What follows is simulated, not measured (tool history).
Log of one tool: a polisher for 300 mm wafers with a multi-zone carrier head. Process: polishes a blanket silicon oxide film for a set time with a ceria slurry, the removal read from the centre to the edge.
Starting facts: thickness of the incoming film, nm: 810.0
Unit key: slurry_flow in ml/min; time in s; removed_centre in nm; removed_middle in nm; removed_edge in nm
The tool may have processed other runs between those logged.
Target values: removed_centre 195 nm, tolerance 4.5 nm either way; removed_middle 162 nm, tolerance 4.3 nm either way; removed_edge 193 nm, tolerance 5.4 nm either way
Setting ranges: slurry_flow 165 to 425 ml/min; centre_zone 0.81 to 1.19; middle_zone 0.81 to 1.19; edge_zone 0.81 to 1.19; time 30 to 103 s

run 1 hour=0 | slurry_flow=275 centre_zone=1 middle_zone=1 edge_zone=1 time=66 | removed_centre=233.69 removed_middle=252.23 removed_edge=255.53
run 2 hour=3.9 | slurry_flow=275 centre_zone=1 middle_zone=1 edge_zone=1 time=80 | removed_centre=283.64 removed_middle=304.71 removed_edge=305.04
run 3 hour=4.7 | slurry_flow=275 centre_zone=1.08 middle_zone=1 edge_zone=1 time=80 | removed_centre=309.16 removed_middle=301.17 removed_edge=307.48
run 4 hour=8.3 | slurry_flow=265 centre_zone=1.08 middle_zone=0.96 edge_zone=0.98 time=73 | removed_centre=279.1 removed_middle=266.11 removed_edge=276.32
run 5 hour=14.5 | slurry_flow=305 centre_zone=1.08 middle_zone=0.96 edge_zone=0.98 time=73 | removed_centre=282.05 removed_middle=272.15 removed_edge=279.33
-- hour=22.5 centre zone pressure recalibrated
run 6 hour=22.5 | slurry_flow=280 centre_zone=1.09 middle_zone=0.92 edge_zone=0.98 time=67 | removed_centre=279.3 removed_middle=241.77 removed_edge=255.2
run 7 hour=31.2 | slurry_flow=280 centre_zone=1.09 middle_zone=0.92 edge_zone=0.98 time=67 | removed_centre=280.19 removed_middle=239.3 removed_edge=256.73
run 8 hour=36.6 | slurry_flow=265 centre_zone=1.05 middle_zone=0.89 edge_zone=0.99 time=62 | removed_centre=247.08 removed_middle=214.83 removed_edge=235.24
run 9 hour=39.5 | slurry_flow=250 centre_zone=1.03 middle_zone=0.87 edge_zone=1 time=59 | removed_centre=232.26 removed_middle=200.5 removed_edge=223.67
run 10 hour=47.9 | slurry_flow=235 centre_zone=1.02 middle_zone=0.86 edge_zone=1.01 time=57 | removed_centre=217.51 removed_middle=190.53 removed_edge=216.93

Exactly one of the 4 candidate moves below puts every result within its allowed miss. Which one?
run A hour=56.3 | slurry_flow=200 centre_zone=0.96 middle_zone=1.19 edge_zone=0.89 time=55 | removed_centre=? removed_middle=? removed_edge=?
run B hour=56.3 | slurry_flow=200 centre_zone=1.02 middle_zone=0.9 edge_zone=0.96 time=63 | removed_centre=? removed_middle=? removed_edge=?
run C hour=56.3 | slurry_flow=225 centre_zone=1.02 middle_zone=0.81 edge_zone=1 time=51 | removed_centre=? removed_middle=? removed_edge=?
run D hour=56.3 | slurry_flow=270 centre_zone=0.83 middle_zone=1.01 edge_zone=1.07 time=59 | removed_centre=? removed_middle=? removed_edge=?

move=A removed_centre=194.13 removed_middle=229.25 removed_edge=191.02
move=B removed_centre=235.93 removed_middle=212.94 removed_edge=227.41
move=C removed_centre=194.94 removed_middle=162.95 removed_edge=190.57
move=D removed_centre=188.49 removed_middle=226.74 removed_edge=231.57
A: moves away from the targets compared with the last run
B: moves away from the targets compared with the last run
C: every result within its allowed miss
D: moves away from the targets compared with the last run
The move that meets every target is C.

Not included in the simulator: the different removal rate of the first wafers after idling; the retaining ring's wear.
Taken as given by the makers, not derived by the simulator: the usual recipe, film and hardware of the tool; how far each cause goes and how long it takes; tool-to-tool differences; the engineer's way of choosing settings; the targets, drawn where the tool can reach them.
